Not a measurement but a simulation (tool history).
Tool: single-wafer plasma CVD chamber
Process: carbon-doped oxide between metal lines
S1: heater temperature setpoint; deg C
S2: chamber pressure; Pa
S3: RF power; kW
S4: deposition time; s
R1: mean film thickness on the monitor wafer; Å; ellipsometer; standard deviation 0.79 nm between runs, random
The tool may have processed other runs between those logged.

| run | hour | S1 | S2 | S3 | S4 | R1 |
|---|---|---|---|---|---|---|
| 1 | 0 | 370 | 688 | 0.415 | 36.4 | 1502.3 |
| 2 | 4.8 | 371 | 667 | 0.4 | 36.4 | 1451.4 |
| 3 | 9.9 | 371 | 667 | 0.44 | 36.4 | 1585.4 |
| 4 | 11.3 | 371 | 667 | 0.44 | 37.5 | 1633.2 |
| 5 | 17.6 | 371 | 659 | 0.415 | 37.3 | 1534.2 |
| 6 | 18.9 | 363 | 659 | 0.415 | 37.3 | 1551 |

Expected results for the next run?
| 7 | 25.5 | 363 | 651 | 0.395 | 37.2 | ? |

{"run 7": {"R1": 1489.7}}

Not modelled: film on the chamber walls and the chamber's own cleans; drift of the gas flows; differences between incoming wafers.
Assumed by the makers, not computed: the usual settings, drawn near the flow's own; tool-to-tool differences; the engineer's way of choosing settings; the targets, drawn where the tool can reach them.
